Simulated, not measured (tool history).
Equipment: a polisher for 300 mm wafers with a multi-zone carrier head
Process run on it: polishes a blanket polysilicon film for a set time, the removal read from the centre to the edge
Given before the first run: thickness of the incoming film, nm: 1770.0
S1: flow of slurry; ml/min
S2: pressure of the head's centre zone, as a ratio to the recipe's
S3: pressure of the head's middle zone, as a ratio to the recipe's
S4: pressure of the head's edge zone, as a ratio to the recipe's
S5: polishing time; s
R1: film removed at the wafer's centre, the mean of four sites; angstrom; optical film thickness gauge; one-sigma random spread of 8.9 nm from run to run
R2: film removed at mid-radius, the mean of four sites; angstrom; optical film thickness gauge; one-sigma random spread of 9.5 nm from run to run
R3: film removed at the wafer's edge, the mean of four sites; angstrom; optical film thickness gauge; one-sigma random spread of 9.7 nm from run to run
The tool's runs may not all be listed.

| run | hour | S1 | S2 | S3 | S4 | S5 | R1 | R2 | R3 |
|---|---|---|---|---|---|---|---|---|---|
| 1 | 0 | 140 | 1 | 1 | 1 | 49 | 6521.4 | 6484.3 | 6535.8 |
| 2 | 8.9 | 140 | 1 | 1 | 1.07 | 49 | 6478.1 | 6426.7 | 6654.8 |
| 3 | 16.6 | 145 | 1 | 0.99 | 1.09 | 51 | 6918.8 | 6667 | 7159.4 |
| 4 | 22.2 | 145 | 1 | 0.99 | 1.03 | 51 | 6939.9 | 6666.4 | 7080.9 |
| 5 | 28.2 | 145 | 0.96 | 0.99 | 1.03 | 51 | 6553.7 | 6753.6 | 7065.8 |
| 6 | 34.4 | 120 | 0.96 | 0.99 | 1.03 | 51 | 6174.9 | 6326.3 | 6748.7 |
| 7 | 42.5 | 130 | 0.96 | 0.98 | 1.04 | 52 | 6501.1 | 6536.1 | 7189.3 |
| 8 | 48.6 | 140 | 0.96 | 0.97 | 1.05 | 52 | 6603 | 6527.3 | 7148.5 |
| 9 | 55.4 | 145 | 0.96 | 0.97 | 1.06 | 53 | 6876.9 | 6783.6 | 7158.4 |
| 10 | 56.5 | 145 | 0.96 | 0.97 | 1.06 | 53 | 6984.2 | 6728.5 | 7268 |
| 11 | 64.8 | 145 | 0.95 | 0.97 | 1.07 | 54 | 7002.3 | 7124.1 | 7449.1 |

Estimate the outcome of run 12 from the log above:
| 12 | 73.5 | 140 | 0.95 | 0.96 | 1.08 | 55 | ? | ? | ? |

For run 12 the tool returned R1 6956.8 angstrom, R2 7004.2 angstrom, R3 7732.3 angstrom.
